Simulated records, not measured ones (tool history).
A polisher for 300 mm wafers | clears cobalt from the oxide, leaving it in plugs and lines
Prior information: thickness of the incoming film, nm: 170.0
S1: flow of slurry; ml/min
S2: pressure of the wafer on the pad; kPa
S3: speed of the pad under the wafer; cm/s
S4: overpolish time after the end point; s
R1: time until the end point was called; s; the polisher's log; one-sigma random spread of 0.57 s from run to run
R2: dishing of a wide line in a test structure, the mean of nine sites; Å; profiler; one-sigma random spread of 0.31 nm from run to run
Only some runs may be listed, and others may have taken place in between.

run	day	S1	S2	S3	S4	R1	R2
1	0.000	290	9.0	90	18	61.081	368.76
2	0.200	290	9.0	70	18	78.848	311.93
3	0.542	300	9.7	70	16	71.059	295.22
4	0.625	305	10.3	70	15	69.683	303.68
5	0.954	305	12.4	70	15	55.174	345.62
# day 1.125: head pressure recalibrated
6	1.125	330	13.1	70	13	47.494	346.67
7	1.179	410	13.1	66	5	49.610	165.19
8	1.542	330	14.5	72	6	41.707	215.32
9	1.821	315	14.5	74	6	41.301	224.00
10	2.017	300	14.5	76	6	40.237	224.68
11	2.367	295	14.5	78	7	38.391	256.50
12	2.600	285	14.5	78	7	38.564	259.16
13	2.817	280	14.5	78	7	38.956	254.90

Run 14 is up next; what results do you expect?
14	3.146	275	14.5	78	7	?	?

{"run 14": {"R1": 39.258, "R2": 260.2}}
